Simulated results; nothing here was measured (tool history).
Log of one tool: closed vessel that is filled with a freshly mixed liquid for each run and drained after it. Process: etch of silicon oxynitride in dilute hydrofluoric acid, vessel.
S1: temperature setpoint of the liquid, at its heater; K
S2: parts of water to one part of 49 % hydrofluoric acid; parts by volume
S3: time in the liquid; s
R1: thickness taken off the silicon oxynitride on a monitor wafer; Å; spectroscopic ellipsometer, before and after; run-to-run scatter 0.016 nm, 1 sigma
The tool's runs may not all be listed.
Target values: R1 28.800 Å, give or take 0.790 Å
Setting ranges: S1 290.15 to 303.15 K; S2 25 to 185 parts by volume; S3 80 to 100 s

run,day,S1,S2,S3,R1
1,0.000,295.15,105,100,38.197
2,0.221,293.65,105,100,35.606
3,0.508,295.65,105,100,39.093
4,0.758,294.15,105,100,36.439
5,1.017,292.65,105,100,33.660
6,1.117,295.65,105,100,39.076
7,1.371,294.15,105,100,35.982
8,1.500,292.65,105,100,33.630
9,1.883,291.65,105,100,32.378
10,1.929,291.65,105,100,32.310
11,2.146,291.65,105,100,32.067
12,2.312,291.15,105,100,31.521
13,2.696,290.65,105,100,30.771

4 next moves are on the table. One of them brings every result within its allowed miss. Which?
A,3.079,290.15,100,100,?
B,3.079,290.15,80,80,?
C,3.079,290.15,90,85,?
D,3.079,298.15,155,100,?

move,R1
A,31.374
B,31.783
C,29.823
D,28.492
A: lands further from the targets than the last run did
B: lands further from the targets than the last run did
C: moves toward the targets from the last run without getting all of them in spec
D: every result lands within tolerance
Move D is the one to make.
